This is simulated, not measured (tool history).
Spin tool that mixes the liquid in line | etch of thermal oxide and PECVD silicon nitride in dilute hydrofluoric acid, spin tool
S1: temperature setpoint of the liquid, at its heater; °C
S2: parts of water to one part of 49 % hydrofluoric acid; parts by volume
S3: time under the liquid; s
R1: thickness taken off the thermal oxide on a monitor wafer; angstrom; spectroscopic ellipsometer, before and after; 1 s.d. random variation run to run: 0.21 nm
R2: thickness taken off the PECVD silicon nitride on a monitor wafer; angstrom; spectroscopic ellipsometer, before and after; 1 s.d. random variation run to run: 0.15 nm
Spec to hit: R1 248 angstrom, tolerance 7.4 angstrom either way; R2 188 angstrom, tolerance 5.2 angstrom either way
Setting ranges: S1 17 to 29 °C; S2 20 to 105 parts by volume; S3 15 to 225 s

run,day,S1,S2,S3,R1,R2
1,0,21,55,115,94.778,72.542
2,0.092,21,45,115,118.96,87.457
3,0.292,22.5,35,115,163.82,123.06
4,0.388,22.5,35,165,234.63,178.36
5,0.55,22.5,35,185,263.88,197.28
6,0.654,22.5,40,185,229.52,175.12
7,0.688,22.5,35,185,264.07,198.5
8,1.046,22.5,40,185,227.13,175.79
9,1.133,22.5,35,185,264.73,198.01
10,1.375,22.5,40,185,229.92,176.18
11,1.517,22.5,35,180,251.78,194.57

Which of these 4 next moves meets every target?
A,1.658,25.5,45,195,?,?
B,1.658,22.5,35,185,?,?
C,1.658,22.5,45,225,?,?
D,1.658,23.5,30,150,?,?

move,R1,R2
A,240.05,201.64
B,262.03,199.39
C,244.69,189.95
D,260.21,200.99
A: further off than the last run
B: further off than the last run
C: in spec on every target
D: further off than the last run
So the answer is move C, the one that meets all the targets.
